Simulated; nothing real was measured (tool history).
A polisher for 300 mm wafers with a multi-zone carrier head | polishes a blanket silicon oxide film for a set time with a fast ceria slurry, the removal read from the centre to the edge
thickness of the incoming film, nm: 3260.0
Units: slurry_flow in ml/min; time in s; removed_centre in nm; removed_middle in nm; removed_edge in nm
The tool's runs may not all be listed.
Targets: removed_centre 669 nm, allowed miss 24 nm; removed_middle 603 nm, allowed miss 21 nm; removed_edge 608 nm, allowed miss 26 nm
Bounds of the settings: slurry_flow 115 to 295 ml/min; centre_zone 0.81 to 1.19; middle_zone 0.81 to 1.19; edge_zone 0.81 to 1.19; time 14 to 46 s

run 1 hour=0 | slurry_flow=190 centre_zone=1 middle_zone=1 edge_zone=1 time=30 | removed_centre=490.19 removed_middle=485.78 removed_edge=493.1
run 2 hour=8.7 | slurry_flow=195 centre_zone=1.02 middle_zone=1.01 edge_zone=1.02 time=30 | removed_centre=504.45 removed_middle=486.83 removed_edge=500.83
run 3 hour=16.7 | slurry_flow=200 centre_zone=1.04 middle_zone=1.03 edge_zone=1.03 time=30 | removed_centre=521.39 removed_middle=495.87 removed_edge=500.69
run 4 hour=20.7 | slurry_flow=200 centre_zone=1.04 middle_zone=1.03 edge_zone=0.99 time=30 | removed_centre=519.61 removed_middle=497.37 removed_edge=500.18
run 5 hour=27.9 | slurry_flow=205 centre_zone=1.05 middle_zone=1.04 edge_zone=1 time=31 | removed_centre=537.64 removed_middle=523.9 removed_edge=515
run 6 hour=31 | slurry_flow=205 centre_zone=1.11 middle_zone=1.04 edge_zone=1 time=31 | removed_centre=571.54 removed_middle=536.02 removed_edge=517.85
run 7 hour=32.7 | slurry_flow=210 centre_zone=1.11 middle_zone=1.04 edge_zone=1.01 time=31 | removed_centre=584.1 removed_middle=520.22 removed_edge=513.22
run 8 hour=37.3 | slurry_flow=210 centre_zone=1.11 middle_zone=1.04 edge_zone=1.02 time=32 | removed_centre=603.28 removed_middle=542.99 removed_edge=540.78
run 9 hour=41.7 | slurry_flow=210 centre_zone=1.11 middle_zone=1.05 edge_zone=1.03 time=32 | removed_centre=590.42 removed_middle=545.12 removed_edge=533.02
run 10 hour=48.5 | slurry_flow=220 centre_zone=1.11 middle_zone=1.04 edge_zone=1.04 time=34 | removed_centre=633.18 removed_middle=590.01 removed_edge=573.81
run 11 hour=49.8 | slurry_flow=220 centre_zone=1.11 middle_zone=1.04 edge_zone=1.05 time=34 | removed_centre=634.07 removed_middle=581.55 removed_edge=566.12
run 12 hour=54.5 | slurry_flow=220 centre_zone=1.11 middle_zone=1.03 edge_zone=1.05 time=34 | removed_centre=640.95 removed_middle=567.69 removed_edge=572.29

5 next moves are on the table. One of them brings every result within its allowed miss. Which?
run A hour=59.2 | slurry_flow=240 centre_zone=1.05 middle_zone=0.89 edge_zone=1.11 time=34 | removed_centre=? removed_middle=? removed_edge=?
run B hour=59.2 | slurry_flow=130 centre_zone=1.16 middle_zone=1.1 edge_zone=1.07 time=38 | removed_centre=? removed_middle=? removed_edge=?
run C hour=59.2 | slurry_flow=185 centre_zone=1.19 middle_zone=1.12 edge_zone=1.05 time=33 | removed_centre=? removed_middle=? removed_edge=?
run D hour=59.2 | slurry_flow=245 centre_zone=1.07 middle_zone=0.86 edge_zone=1.04 time=37 | removed_centre=? removed_middle=? removed_edge=?
run E hour=59.2 | slurry_flow=200 centre_zone=1.09 middle_zone=0.87 edge_zone=1.19 time=34 | removed_centre=? removed_middle=? removed_edge=?

move=A removed_centre=614.66 removed_middle=522.66 removed_edge=609.14
move=B removed_centre=669.14 removed_middle=609.9 removed_edge=614.09
move=C removed_centre=649.16 removed_middle=578.7 removed_edge=557.31
move=D removed_centre=683.57 removed_middle=556.4 removed_edge=643.11
move=E removed_centre=620.12 removed_middle=501 removed_edge=619.62
A: further off than the last run
B: meets every target
C: further off than the last run
D: further off than the last run
E: further off than the last run
Move B is the one to make.

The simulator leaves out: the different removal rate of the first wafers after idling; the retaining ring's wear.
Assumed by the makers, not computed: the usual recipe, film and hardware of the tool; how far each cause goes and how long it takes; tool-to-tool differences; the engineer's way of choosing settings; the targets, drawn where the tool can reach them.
